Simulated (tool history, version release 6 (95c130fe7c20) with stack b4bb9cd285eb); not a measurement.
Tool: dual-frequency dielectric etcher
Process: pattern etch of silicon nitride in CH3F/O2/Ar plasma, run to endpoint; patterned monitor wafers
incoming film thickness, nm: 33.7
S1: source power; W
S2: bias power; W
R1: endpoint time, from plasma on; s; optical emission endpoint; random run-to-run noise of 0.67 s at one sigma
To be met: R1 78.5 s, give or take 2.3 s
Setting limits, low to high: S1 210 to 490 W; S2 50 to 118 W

| run | day | S1 | S2 | R1 |
|---|---|---|---|---|
| 1 | 0 | 350 | 84 | 53.589 |
| 2 | 0.121 | 350 | 97 | 48.993 |
| 3 | 0.388 | 410 | 97 | 46.468 |
| 4 | 0.425 | 350 | 82 | 53.128 |
| 5 | 0.725 | 310 | 72 | 61.217 |
| 6 | 1.058 | 280 | 67 | 66.672 |
| 7 | 1.25 | 260 | 64 | 68.733 |
| 8 | 1.571 | 210 | 50 | 89.87 |

5 next moves are on the table. One of them brings every result within its allowed miss. Which?
| A | 1.892 | 230 | 65 | ? |
| B | 1.892 | 240 | 57 | ? |
| C | 1.892 | 280 | 58 | ? |
| D | 1.892 | 210 | 54 | ? |
| E | 1.892 | 240 | 50 | ? |

| move | R1 |
|---|---|
| A | 72.693 |
| B | 78.232 |
| C | 73.239 |
| D | 85.139 |
| E | 86.035 |
A: takes the result that was furthest off past its target
B: every result within its allowed miss
C: takes the result that was furthest off past its target
D: closes in on the targets versus the last run, not all within tolerance yet
E: closes in on the targets versus the last run, not all within tolerance yet
Answer: B

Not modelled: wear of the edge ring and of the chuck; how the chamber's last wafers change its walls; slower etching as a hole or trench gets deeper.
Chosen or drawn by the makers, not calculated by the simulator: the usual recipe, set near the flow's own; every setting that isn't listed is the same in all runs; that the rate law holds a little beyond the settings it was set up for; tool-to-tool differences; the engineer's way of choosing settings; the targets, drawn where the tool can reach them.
